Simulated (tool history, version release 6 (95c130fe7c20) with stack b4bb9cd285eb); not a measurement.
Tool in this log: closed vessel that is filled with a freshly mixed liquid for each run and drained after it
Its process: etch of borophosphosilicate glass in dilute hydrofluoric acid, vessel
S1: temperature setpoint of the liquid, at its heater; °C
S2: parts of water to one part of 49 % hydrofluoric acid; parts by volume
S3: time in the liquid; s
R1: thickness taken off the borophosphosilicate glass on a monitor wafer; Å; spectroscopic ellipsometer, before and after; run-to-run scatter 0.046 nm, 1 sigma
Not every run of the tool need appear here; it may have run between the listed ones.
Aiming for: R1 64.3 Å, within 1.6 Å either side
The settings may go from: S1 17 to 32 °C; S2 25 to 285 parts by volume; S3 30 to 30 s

| run | hour | S1 | S2 | S3 | R1 |
|---|---|---|---|---|---|
| 1 | 0 | 24 | 155 | 30 | 102.37 |
| 2 | 8.8 | 27.5 | 155 | 30 | 116 |
| 3 | 17.8 | 27.5 | 155 | 30 | 117.53 |
| 4 | 23.4 | 31 | 155 | 30 | 130.55 |
| 5 | 25.5 | 27 | 165 | 30 | 104.86 |
| 6 | 31.2 | 24 | 170 | 30 | 91.217 |
| 7 | 32.4 | 22 | 175 | 30 | 82.262 |
| 8 | 33.4 | 20.5 | 180 | 30 | 75.508 |
| 9 | 41.5 | 19.5 | 180 | 30 | 72.168 |
| 10 | 45.4 | 19 | 180 | 30 | 71.571 |

Which one of the following 4 next-run settings gets every result inside its allowed miss? There is exactly one.
| A | 49.3 | 18.5 | 190 | 30 | ? |
| B | 49.3 | 17 | 175 | 30 | ? |
| C | 49.3 | 19.5 | 185 | 30 | ? |
| D | 49.3 | 21.5 | 200 | 30 | ? |

| move | R1 |
|---|---|
| A | 65.045 |
| B | 67.58 |
| C | 69.784 |
| D | 68.547 |
A: meets every target
B: nearer than the last run, and not there yet
C: nearer than the last run, and not there yet
D: nearer than the last run, and not there yet
Correct choice: A, which meets every target
